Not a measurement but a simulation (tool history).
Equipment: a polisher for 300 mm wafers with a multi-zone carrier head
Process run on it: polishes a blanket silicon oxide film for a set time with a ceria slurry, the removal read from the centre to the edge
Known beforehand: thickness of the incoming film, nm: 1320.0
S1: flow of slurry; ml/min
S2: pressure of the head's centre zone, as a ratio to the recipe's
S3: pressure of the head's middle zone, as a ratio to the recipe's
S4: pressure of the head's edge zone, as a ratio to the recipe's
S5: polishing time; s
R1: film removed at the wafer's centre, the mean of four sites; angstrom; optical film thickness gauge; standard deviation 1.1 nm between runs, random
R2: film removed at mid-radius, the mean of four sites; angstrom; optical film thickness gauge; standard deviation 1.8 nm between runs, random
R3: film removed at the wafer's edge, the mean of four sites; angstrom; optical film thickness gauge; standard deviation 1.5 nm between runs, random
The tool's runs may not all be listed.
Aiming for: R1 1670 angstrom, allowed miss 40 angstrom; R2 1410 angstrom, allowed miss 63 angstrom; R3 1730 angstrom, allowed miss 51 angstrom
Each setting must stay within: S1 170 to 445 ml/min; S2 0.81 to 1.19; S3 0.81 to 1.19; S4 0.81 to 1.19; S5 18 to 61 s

{"run": 1, "hour": 0.0, "S1": 285, "S2": 1, "S3": 1, "S4": 1, "S5": 39, "R1": 1694.2, "R2": 1682.8, "R3": 1691.6}
{"run": 2, "hour": 2.9, "S1": 275, "S2": 1, "S3": 0.96, "S4": 1.02, "S5": 39, "R1": 1686.7, "R2": 1622.7, "R3": 1736.9}
{"run": 3, "hour": 6.9, "S1": 270, "S2": 1, "S3": 0.93, "S4": 1.01, "S5": 39, "R1": 1692.7, "R2": 1571.3, "R3": 1735.3}
{"run": 4, "hour": 13.5, "S1": 270, "S2": 1, "S3": 0.93, "S4": 1.01, "S5": 34, "R1": 1474.2, "R2": 1375.2, "R3": 1523.2}
{"run": 5, "hour": 15.1, "S1": 270, "S2": 1, "S3": 0.96, "S4": 1.01, "S5": 34, "R1": 1468.3, "R2": 1379.4, "R3": 1532.5}
{"run": 6, "hour": 17.6, "S1": 285, "S2": 1.02, "S3": 0.95, "S4": 1.05, "S5": 34, "R1": 1500.5, "R2": 1400.2, "R3": 1541.2}
{"run": 7, "hour": 19.6, "S1": 285, "S2": 1.03, "S3": 0.93, "S4": 1.08, "S5": 35, "R1": 1555.6, "R2": 1368, "R3": 1578.2}
{"run": 8, "hour": 20.8, "S1": 340, "S2": 1.04, "S3": 0.94, "S4": 1.18, "S5": 37, "R1": 1687.1, "R2": 1565.2, "R3": 1806.8}
{"run": 9, "hour": 27.3, "S1": 330, "S2": 1.04, "S3": 0.93, "S4": 1.17, "S5": 37, "R1": 1682.5, "R2": 1523.6, "R3": 1795.6}
{"run": 10, "hour": 29.7, "S1": 320, "S2": 1.04, "S3": 0.92, "S4": 1.16, "S5": 37, "R1": 1659.9, "R2": 1534.3, "R3": 1782.6}

Which of these 5 next moves meets every target?
{"run": "A", "hour": 32.1, "S1": 285, "S2": 1.07, "S3": 0.9, "S4": 1.17, "S5": 36, "R1": "?", "R2": "?", "R3": "?"}
{"run": "B", "hour": 32.1, "S1": 345, "S2": 1, "S3": 1.12, "S4": 1.1, "S5": 36, "R1": "?", "R2": "?", "R3": "?"}
{"run": "C", "hour": 32.1, "S1": 395, "S2": 0.99, "S3": 0.97, "S4": 1.07, "S5": 37, "R1": "?", "R2": "?", "R3": "?"}
{"run": "D", "hour": 32.1, "S1": 295, "S2": 1.01, "S3": 1.03, "S4": 1.09, "S5": 39, "R1": "?", "R2": "?", "R3": "?"}
{"run": "E", "hour": 32.1, "S1": 250, "S2": 1.06, "S3": 0.99, "S4": 1.14, "S5": 37, "R1": "?", "R2": "?", "R3": "?"}

move=A R1=1661.7 R2=1392.9 R3=1744.7
move=B R1=1574.5 R2=1695.8 R3=1700.4
move=C R1=1614.1 R2=1554.8 R3=1737.4
move=D R1=1704 R2=1694.2 R3=1822.5
move=E R1=1677.6 R2=1537.9 R3=1756.1
A: every result lands within tolerance
B: misses by more than the last run did
C: misses by more than the last run did
D: misses by more than the last run did
E: roughly where the last run was
The right move is A.

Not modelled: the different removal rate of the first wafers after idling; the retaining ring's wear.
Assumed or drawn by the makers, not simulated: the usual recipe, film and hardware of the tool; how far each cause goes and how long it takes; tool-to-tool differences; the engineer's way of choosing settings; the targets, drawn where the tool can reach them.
